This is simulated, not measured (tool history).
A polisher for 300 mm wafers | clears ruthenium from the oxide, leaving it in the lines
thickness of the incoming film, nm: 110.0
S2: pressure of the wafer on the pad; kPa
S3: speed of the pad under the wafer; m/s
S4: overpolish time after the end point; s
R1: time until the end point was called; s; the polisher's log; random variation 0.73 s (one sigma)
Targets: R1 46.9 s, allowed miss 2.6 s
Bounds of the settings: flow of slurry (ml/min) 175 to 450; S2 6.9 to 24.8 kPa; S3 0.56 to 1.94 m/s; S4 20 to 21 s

run 1 hour=0 | flow_of_slurry_(ml/min)=290 S2=15.9 S3=1.24 S4=20 | R1=75.246
run 2 hour=7.2 | flow_of_slurry_(ml/min)=290 S2=17.2 S3=1.26 S4=20 | R1=69.458
run 3 hour=15.9 | flow_of_slurry_(ml/min)=290 S2=18.6 S3=1.28 S4=20 | R1=63.142
run 4 hour=18.2 | flow_of_slurry_(ml/min)=290 S2=19.3 S3=1.3 S4=20 | R1=59.042
run 5 hour=24.1 | flow_of_slurry_(ml/min)=290 S2=20 S3=1.3 S4=20 | R1=58.505
run 6 hour=27 | flow_of_slurry_(ml/min)=290 S2=20.7 S3=1.3 S4=20 | R1=55.975
run 7 hour=32.1 | flow_of_slurry_(ml/min)=290 S2=21.4 S3=1.3 S4=20 | R1=54.486
run 8 hour=35.1 | flow_of_slurry_(ml/min)=290 S2=22.1 S3=1.3 S4=20 | R1=52.057
run 9 hour=39.4 | flow_of_slurry_(ml/min)=290 S2=22.8 S3=1.32 S4=20 | R1=49.521

5 next moves are on the table. One of them brings every result within its allowed miss. Which?
run A hour=43.7 | flow_of_slurry_(ml/min)=305 S2=22.1 S3=1.22 S4=20 | R1=?
run B hour=43.7 | flow_of_slurry_(ml/min)=375 S2=22.8 S3=1.2 S4=21 | R1=?
run C hour=43.7 | flow_of_slurry_(ml/min)=255 S2=24.1 S3=1.12 S4=21 | R1=?
run D hour=43.7 | flow_of_slurry_(ml/min)=240 S2=23.4 S3=1.44 S4=20 | R1=?
run E hour=43.7 | flow_of_slurry_(ml/min)=275 S2=20 S3=1.34 S4=20 | R1=?

move=A R1=54.169
move=B R1=52.468
move=C R1=54.949
move=D R1=44.628
move=E R1=55.029
A: further off than the last run
B: further off than the last run
C: further off than the last run
D: meets every target
E: further off than the last run
Answer: D
